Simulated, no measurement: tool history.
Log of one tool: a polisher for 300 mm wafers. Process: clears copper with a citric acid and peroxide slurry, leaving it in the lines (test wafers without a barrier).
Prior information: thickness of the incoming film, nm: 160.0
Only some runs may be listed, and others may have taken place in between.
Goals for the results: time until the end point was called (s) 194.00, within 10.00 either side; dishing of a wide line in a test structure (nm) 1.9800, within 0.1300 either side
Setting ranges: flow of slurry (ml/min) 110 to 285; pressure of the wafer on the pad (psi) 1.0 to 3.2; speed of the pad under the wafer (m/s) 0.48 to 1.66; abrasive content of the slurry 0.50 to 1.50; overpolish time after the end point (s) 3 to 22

| run | hour | flow of slurry (ml/min) | pressure of the wafer on the pad (psi) | speed of the pad under the wafer (m/s) | abrasive content of the slurry | overpolish time after the end point (s) | time until the end point was called (s) | dishing of a wide line in a test structure (nm) |
|---|---|---|---|---|---|---|---|---|
| 1 | 0.0 | 180 | 2.1 | 1.06 | 1.00 | 11 | 102.41 | 12.8500 |
| 2 | 5.1 | 180 | 1.9 | 0.94 | 1.00 | 9 | 129.37 | 8.7909 |
| 3 | 11.7 | 160 | 1.8 | 0.90 | 0.85 | 7 | 151.34 | 5.9310 |
| 4 | 19.5 | 160 | 2.0 | 0.90 | 0.85 | 7 | 132.82 | 6.2741 |
| 5 | 21.7 | 145 | 2.0 | 0.78 | 0.75 | 6 | 162.32 | 4.6813 |
| 6 | 29.7 | 145 | 2.0 | 0.78 | 0.55 | 6 | 176.91 | 4.3886 |
| 7 | 37.5 | 135 | 2.1 | 0.70 | 0.55 | 5 | 183.59 | 3.4798 |
| 8 | 46.1 | 130 | 2.2 | 0.64 | 0.55 | 4 | 191.35 | 2.7026 |
| 9 | 49.2 | 130 | 2.2 | 0.64 | 0.55 | 4 | 185.15 | 2.6981 |
| 10 | 49.9 | 130 | 1.8 | 0.68 | 0.55 | 3 | 215.17 | 1.8060 |
| 11 | 56.2 | 125 | 1.8 | 0.68 | 0.60 | 3 | 216.24 | 1.7368 |
| 12 | 63.7 | 125 | 1.8 | 0.68 | 0.65 | 3 | 210.66 | 1.8498 |
| 13 | 66.1 | 125 | 1.8 | 0.68 | 0.70 | 3 | 201.02 | 1.8165 |
| 14 | 74.9 | 130 | 1.9 | 0.68 | 0.65 | 4 | 200.07 | 2.5595 |
| 15 | 82.8 | 125 | 1.9 | 0.72 | 0.60 | 4 | 197.70 | 2.6171 |
| 16 | 91.0 | 135 | 1.8 | 0.72 | 0.65 | 4 | 205.20 | 2.5258 |
| 17 | 99.1 | 130 | 1.8 | 0.72 | 0.70 | 4 | 196.23 | 2.6100 |

5 next moves are on the table. One of them brings every result within its allowed miss. Which?
| A | 107.2 | 140 | 1.8 | 0.62 | 0.65 | 3 | ? | ? |
| B | 107.2 | 140 | 1.8 | 0.70 | 0.75 | 3 | ? | ? |
| C | 107.2 | 110 | 1.9 | 0.60 | 0.70 | 3 | ? | ? |
| D | 107.2 | 145 | 2.0 | 0.66 | 0.70 | 5 | ? | ? |
| E | 107.2 | 110 | 2.0 | 0.58 | 0.60 | 3 | ? | ? |

| move | time until the end point was called (s) | dishing of a wide line in a test structure (nm) |
|---|---|---|
| A | 227.98 | 1.7089 |
| B | 198.56 | 1.9598 |
| C | 226.08 | 1.7234 |
| D | 191.30 | 3.3713 |
| E | 230.35 | 1.6919 |
A: pushes the last run's worst result past its target
B: all results in spec
C: pushes the last run's worst result past its target
D: its largest miss is bigger than the last run's
E: pushes the last run's worst result past its target
Move B is the one to make.
